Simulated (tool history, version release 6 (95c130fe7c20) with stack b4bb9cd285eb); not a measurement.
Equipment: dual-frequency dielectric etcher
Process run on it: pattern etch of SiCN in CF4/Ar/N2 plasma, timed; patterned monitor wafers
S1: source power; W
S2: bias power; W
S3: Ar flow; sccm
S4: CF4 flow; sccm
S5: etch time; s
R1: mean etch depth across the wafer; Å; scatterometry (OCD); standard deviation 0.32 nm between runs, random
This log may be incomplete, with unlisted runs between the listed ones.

run    day   S1  S2  S3  S4     S5      R1
  1      0  330  85  73  60  122.5  844.21
  2  0.338  330  85  73  52  122.5  830.14
  3  0.446  330  85  73  52  122.5  831.03
  4  0.538  360  86  73  52  122.5  911.41
  5  0.712  360  86  73  52  122.5  908.22
  6   1.05  380  86  73  52  122.5   957.1
  7  1.421  400  86  73  52  122.5    1009

Estimate the outcome of run 8 from the log above:
  8  1.462  400  86  73  52  122.5   ?

R1: 1008.5 Å
